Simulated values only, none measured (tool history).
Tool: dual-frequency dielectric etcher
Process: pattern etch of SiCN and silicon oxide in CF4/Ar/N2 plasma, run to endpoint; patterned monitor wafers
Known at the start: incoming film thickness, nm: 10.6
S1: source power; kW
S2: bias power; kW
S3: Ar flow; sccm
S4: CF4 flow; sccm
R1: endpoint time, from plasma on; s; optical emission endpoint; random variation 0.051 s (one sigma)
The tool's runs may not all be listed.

{"run": 1, "hour": 0.0, "S1": 0.52, "S2": 0.064, "S3": 114, "S4": 43, "R1": 12.723}
{"run": 2, "hour": 9.0, "S1": 0.44, "S2": 0.064, "S3": 114, "S4": 43, "R1": 15.429}
{"run": 3, "hour": 13.3, "S1": 0.44, "S2": 0.064, "S3": 114, "S4": 39, "R1": 15.717}
{"run": 4, "hour": 19.5, "S1": 0.44, "S2": 0.064, "S3": 114, "S4": 35, "R1": 15.935}
{"run": 5, "hour": 24.1, "S1": 0.44, "S2": 0.064, "S3": 114, "S4": 40, "R1": 15.555}
{"run": 6, "hour": 26.9, "S1": 0.49, "S2": 0.064, "S3": 114, "S4": 40, "R1": 13.859}
{"run": 7, "hour": 27.5, "S1": 0.53, "S2": 0.064, "S3": 114, "S4": 40, "R1": 12.515}
{"run": 8, "hour": 35.5, "S1": 0.56, "S2": 0.064, "S3": 114, "S4": 40, "R1": 11.793}
{"run": 9, "hour": 37.9, "S1": 0.58, "S2": 0.064, "S3": 114, "S4": 40, "R1": 11.357}

The next listed run, before its measurement:
{"run": 10, "hour": 45.5, "S1": 0.6, "S2": 0.064, "S3": 114, "S4": 40, "R1": "?"}

Run 10 gave R1 10.988 s.

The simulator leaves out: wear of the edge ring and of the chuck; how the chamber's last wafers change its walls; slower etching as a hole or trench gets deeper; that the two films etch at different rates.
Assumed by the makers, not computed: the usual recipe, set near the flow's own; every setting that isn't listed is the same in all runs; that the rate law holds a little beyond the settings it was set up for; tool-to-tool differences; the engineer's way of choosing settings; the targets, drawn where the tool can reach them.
